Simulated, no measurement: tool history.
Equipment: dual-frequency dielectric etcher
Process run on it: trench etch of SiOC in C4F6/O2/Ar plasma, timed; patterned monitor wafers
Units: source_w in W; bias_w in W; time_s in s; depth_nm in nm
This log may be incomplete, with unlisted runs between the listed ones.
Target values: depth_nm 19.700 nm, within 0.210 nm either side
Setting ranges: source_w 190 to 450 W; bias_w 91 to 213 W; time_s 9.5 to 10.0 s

{"run": 1, "hour": 0.0, "source_w": 320, "bias_w": 152, "time_s": 10.0, "depth_nm": 17.776}
{"run": 2, "hour": 8.7, "source_w": 340, "bias_w": 153, "time_s": 10.0, "depth_nm": 18.151}
{"run": 3, "hour": 10.4, "source_w": 280, "bias_w": 153, "time_s": 10.0, "depth_nm": 17.13}
{"run": 4, "hour": 15.0, "source_w": 320, "bias_w": 155, "time_s": 10.0, "depth_nm": 17.829}
{"run": 5, "hour": 22.8, "source_w": 320, "bias_w": 155, "time_s": 9.5, "depth_nm": 17.021}
{"run": 6, "hour": 27.4, "source_w": 290, "bias_w": 155, "time_s": 9.5, "depth_nm": 16.572}
{"run": 7, "hour": 35.5, "source_w": 330, "bias_w": 157, "time_s": 9.5, "depth_nm": 17.275}
{"run": 8, "hour": 38.1, "source_w": 360, "bias_w": 162, "time_s": 9.5, "depth_nm": 17.882}
{"run": 9, "hour": 42.7, "source_w": 380, "bias_w": 166, "time_s": 9.5, "depth_nm": 18.315}
{"run": 10, "hour": 51.0, "source_w": 380, "bias_w": 166, "time_s": 9.5, "depth_nm": 18.283}
{"run": 11, "hour": 56.3, "source_w": 400, "bias_w": 170, "time_s": 9.5, "depth_nm": 18.737}
{"run": 12, "hour": 61.3, "source_w": 410, "bias_w": 172, "time_s": 9.5, "depth_nm": 18.931}
{"run": 13, "hour": 62.5, "source_w": 410, "bias_w": 172, "time_s": 9.5, "depth_nm": 18.99}
{"run": 14, "hour": 67.1, "source_w": 420, "bias_w": 173, "time_s": 9.5, "depth_nm": 19.19}
{"run": 15, "hour": 67.8, "source_w": 430, "bias_w": 173, "time_s": 9.5, "depth_nm": 19.182}
{"run": 16, "hour": 72.0, "source_w": 440, "bias_w": 175, "time_s": 9.5, "depth_nm": 19.409}

Pick the move, out of 5, that brings all results within their allowed miss; only one does.
{"run": "A", "hour": 76.2, "source_w": 410, "bias_w": 173, "time_s": 9.5, "depth_nm": "?"}
{"run": "B", "hour": 76.2, "source_w": 440, "bias_w": 166, "time_s": 9.5, "depth_nm": "?"}
{"run": "C", "hour": 76.2, "source_w": 420, "bias_w": 171, "time_s": 9.5, "depth_nm": "?"}
{"run": "D", "hour": 76.2, "source_w": 440, "bias_w": 184, "time_s": 9.5, "depth_nm": "?"}
{"run": "E", "hour": 76.2, "source_w": 450, "bias_w": 137, "time_s": 10.0, "depth_nm": "?"}

move=A depth_nm=18.958
move=B depth_nm=19.163
move=C depth_nm=19.040
move=D depth_nm=19.735
move=E depth_nm=19.282
A: its largest miss is bigger than the last run's
B: its largest miss is bigger than the last run's
C: its largest miss is bigger than the last run's
D: each result inside its tolerance
E: its largest miss is bigger than the last run's
Answer: D

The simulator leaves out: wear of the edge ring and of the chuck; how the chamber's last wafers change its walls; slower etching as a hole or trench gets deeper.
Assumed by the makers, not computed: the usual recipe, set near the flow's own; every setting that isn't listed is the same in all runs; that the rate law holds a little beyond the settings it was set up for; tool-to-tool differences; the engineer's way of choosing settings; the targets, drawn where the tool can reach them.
